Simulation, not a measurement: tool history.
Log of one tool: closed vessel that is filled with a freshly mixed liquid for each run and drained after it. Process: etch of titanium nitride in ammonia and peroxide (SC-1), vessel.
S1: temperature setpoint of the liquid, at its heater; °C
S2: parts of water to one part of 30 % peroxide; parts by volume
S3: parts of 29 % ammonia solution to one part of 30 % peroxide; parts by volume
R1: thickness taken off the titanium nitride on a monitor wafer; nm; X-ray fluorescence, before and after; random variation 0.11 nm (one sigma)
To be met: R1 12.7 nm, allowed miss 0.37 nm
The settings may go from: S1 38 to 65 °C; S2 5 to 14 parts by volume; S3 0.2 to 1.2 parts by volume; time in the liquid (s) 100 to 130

run 1 hour=0 | S1=49 S2=7.5 S3=0.8 time_in_the_liquid_(s)=130 | R1=6.2921
run 2 hour=1 | S1=50.5 S2=7.5 S3=0.8 time_in_the_liquid_(s)=130 | R1=7.1278
run 3 hour=9.1 | S1=51.5 S2=7.5 S3=0.8 time_in_the_liquid_(s)=130 | R1=7.5674
run 4 hour=14.1 | S1=52.5 S2=7.5 S3=0.8 time_in_the_liquid_(s)=130 | R1=8.0991
run 5 hour=16.8 | S1=46 S2=7.5 S3=0.8 time_in_the_liquid_(s)=130 | R1=5.1312
run 6 hour=18.7 | S1=48 S2=7.5 S3=0.8 time_in_the_liquid_(s)=130 | R1=5.8728
run 7 hour=22.2 | S1=49.5 S2=7.5 S3=0.8 time_in_the_liquid_(s)=130 | R1=6.5244
run 8 hour=29.8 | S1=51 S2=7.5 S3=0.8 time_in_the_liquid_(s)=130 | R1=7.3498
run 9 hour=33.1 | S1=52 S2=7.5 S3=0.8 time_in_the_liquid_(s)=130 | R1=7.858
run 10 hour=41.3 | S1=60 S2=7.5 S3=0.8 time_in_the_liquid_(s)=130 | R1=13.545

5 next moves are on the table. One of them brings every result within its allowed miss. Which?
run A hour=49.5 | S1=59 S2=6 S3=0.8 time_in_the_liquid_(s)=130 | R1=?
run B hour=49.5 | S1=57.5 S2=5.5 S3=0.4 time_in_the_liquid_(s)=130 | R1=?
run C hour=49.5 | S1=60 S2=7 S3=0.8 time_in_the_liquid_(s)=125 | R1=?
run D hour=49.5 | S1=62.5 S2=8 S3=0.75 time_in_the_liquid_(s)=130 | R1=?
run E hour=49.5 | S1=63.5 S2=8.5 S3=1.1 time_in_the_liquid_(s)=100 | R1=?

move=A R1=13.942
move=B R1=11.864
move=C R1=13.328
move=D R1=15.154
move=E R1=12.742
A: further off than the last run
B: takes the result that was furthest off past its target
C: nearer than the last run, and not there yet
D: further off than the last run
E: meets every target
Move E is the one to make.
